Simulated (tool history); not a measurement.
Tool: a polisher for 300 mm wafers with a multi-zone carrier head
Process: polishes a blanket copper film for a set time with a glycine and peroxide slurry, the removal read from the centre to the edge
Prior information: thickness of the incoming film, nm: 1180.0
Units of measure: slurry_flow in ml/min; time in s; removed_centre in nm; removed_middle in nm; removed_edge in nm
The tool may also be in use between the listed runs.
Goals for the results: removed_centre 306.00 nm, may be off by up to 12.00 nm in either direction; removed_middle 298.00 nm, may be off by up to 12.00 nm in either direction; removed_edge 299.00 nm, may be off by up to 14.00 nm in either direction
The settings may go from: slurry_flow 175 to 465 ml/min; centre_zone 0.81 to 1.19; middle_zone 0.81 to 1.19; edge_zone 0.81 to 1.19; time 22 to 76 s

{"run": 1, "hour": 0.0, "slurry_flow": 295, "centre_zone": 1.0, "middle_zone": 1.0, "edge_zone": 1.0, "time": 49, "removed_centre": 249.14, "removed_middle": 252.33, "removed_edge": 251.34}
{"run": 2, "hour": 3.1, "slurry_flow": 300, "centre_zone": 1.02, "middle_zone": 1.01, "edge_zone": 1.02, "time": 50, "removed_centre": 258.14, "removed_middle": 257.59, "removed_edge": 255.42}
{"run": 3, "hour": 5.1, "slurry_flow": 365, "centre_zone": 1.02, "middle_zone": 1.01, "edge_zone": 1.02, "time": 50, "removed_centre": 272.84, "removed_middle": 265.55, "removed_edge": 262.5}
{"run": 4, "hour": 9.9, "slurry_flow": 365, "centre_zone": 1.02, "middle_zone": 1.01, "edge_zone": 1.09, "time": 50, "removed_centre": 271.56, "removed_middle": 263.49, "removed_edge": 270.98}
{"run": 5, "hour": 17.4, "slurry_flow": 370, "centre_zone": 1.03, "middle_zone": 1.02, "edge_zone": 1.1, "time": 51, "removed_centre": 271.87, "removed_middle": 274.43, "removed_edge": 276.23}
{"run": 6, "hour": 24.5, "slurry_flow": 375, "centre_zone": 1.04, "middle_zone": 1.02, "edge_zone": 1.1, "time": 52, "removed_centre": 284.91, "removed_middle": 276.39, "removed_edge": 275.46}
{"run": 7, "hour": 32.7, "slurry_flow": 380, "centre_zone": 1.04, "middle_zone": 1.02, "edge_zone": 1.1, "time": 53, "removed_centre": 295.86, "removed_middle": 280.18, "removed_edge": 288.76}
{"run": 8, "hour": 39.0, "slurry_flow": 385, "centre_zone": 1.04, "middle_zone": 1.03, "edge_zone": 1.1, "time": 53, "removed_centre": 293.51, "removed_middle": 285.9, "removed_edge": 287.98}
{"run": 9, "hour": 46.4, "slurry_flow": 390, "centre_zone": 1.04, "middle_zone": 1.03, "edge_zone": 1.1, "time": 53, "removed_centre": 286.5, "removed_middle": 281.72, "removed_edge": 286.04}

Of the 5 settings listed for the next run, only one would bring every result within its allowed miss of target. Which one?
{"run": "A", "hour": 53.8, "slurry_flow": 405, "centre_zone": 0.97, "middle_zone": 1.11, "edge_zone": 1.07, "time": 51, "removed_centre": "?", "removed_middle": "?", "removed_edge": "?"}
{"run": "B", "hour": 53.8, "slurry_flow": 405, "centre_zone": 1.01, "middle_zone": 1.13, "edge_zone": 1.03, "time": 49, "removed_centre": "?", "removed_middle": "?", "removed_edge": "?"}
{"run": "C", "hour": 53.8, "slurry_flow": 390, "centre_zone": 1.03, "middle_zone": 1.07, "edge_zone": 1.17, "time": 47, "removed_centre": "?", "removed_middle": "?", "removed_edge": "?"}
{"run": "D", "hour": 53.8, "slurry_flow": 430, "centre_zone": 1.06, "middle_zone": 1.03, "edge_zone": 1.09, "time": 55, "removed_centre": "?", "removed_middle": "?", "removed_edge": "?"}
{"run": "E", "hour": 53.8, "slurry_flow": 425, "centre_zone": 1.02, "middle_zone": 0.94, "edge_zone": 1.12, "time": 53, "removed_centre": "?", "removed_middle": "?", "removed_edge": "?"}

move=A removed_centre=266.83 removed_middle=288.40 removed_edge=276.12
move=B removed_centre=265.47 removed_middle=281.33 removed_edge=260.27
move=C removed_centre=258.11 removed_middle=256.76 removed_edge=265.92
move=D removed_centre=311.89 removed_middle=292.86 removed_edge=301.83
move=E removed_centre=290.26 removed_middle=261.13 removed_edge=295.07
A: further off than the last run
B: further off than the last run
C: further off than the last run
D: meets every target
E: further off than the last run
The move that meets every target is D.
